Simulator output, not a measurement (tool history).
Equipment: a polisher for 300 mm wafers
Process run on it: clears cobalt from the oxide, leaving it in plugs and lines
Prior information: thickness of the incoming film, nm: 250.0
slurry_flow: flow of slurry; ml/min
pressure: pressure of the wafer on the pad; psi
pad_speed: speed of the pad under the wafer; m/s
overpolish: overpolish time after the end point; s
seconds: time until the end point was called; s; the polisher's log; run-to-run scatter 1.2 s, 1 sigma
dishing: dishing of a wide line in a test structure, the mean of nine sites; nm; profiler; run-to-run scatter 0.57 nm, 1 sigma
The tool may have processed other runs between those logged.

{"run": 1, "day": 0.0, "slurry_flow": 155, "pressure": 1.7, "pad_speed": 0.9, "overpolish": 21, "seconds": 76.5, "dishing": 37.714}
{"run": 2, "day": 0.321, "slurry_flow": 150, "pressure": 1.5, "pad_speed": 0.9, "overpolish": 24, "seconds": 86.378, "dishing": 36.96}
{"run": 3, "day": 0.688, "slurry_flow": 150, "pressure": 1.7, "pad_speed": 0.9, "overpolish": 24, "seconds": 77.208, "dishing": 39.331}
{"run": 4, "day": 0.838, "slurry_flow": 145, "pressure": 1.5, "pad_speed": 0.9, "overpolish": 27, "seconds": 86.191, "dishing": 39.091}
{"run": 5, "day": 1.083, "slurry_flow": 140, "pressure": 1.4, "pad_speed": 0.9, "overpolish": 29, "seconds": 93.532, "dishing": 39.679}
{"run": 6, "day": 1.421, "slurry_flow": 140, "pressure": 1.4, "pad_speed": 0.76, "overpolish": 29, "seconds": 108.0, "dishing": 36.996}
{"run": 7, "day": 1.575, "slurry_flow": 135, "pressure": 1.4, "pad_speed": 0.76, "overpolish": 30, "seconds": 109.6, "dishing": 37.044}

Run 8 comes next. What will it give?
{"run": 8, "day": 1.929, "slurry_flow": 130, "pressure": 1.4, "pad_speed": 0.76, "overpolish": 31, "seconds": "?", "dishing": "?"}

{"run 8": {"seconds": 112.88, "dishing": 38.096}}
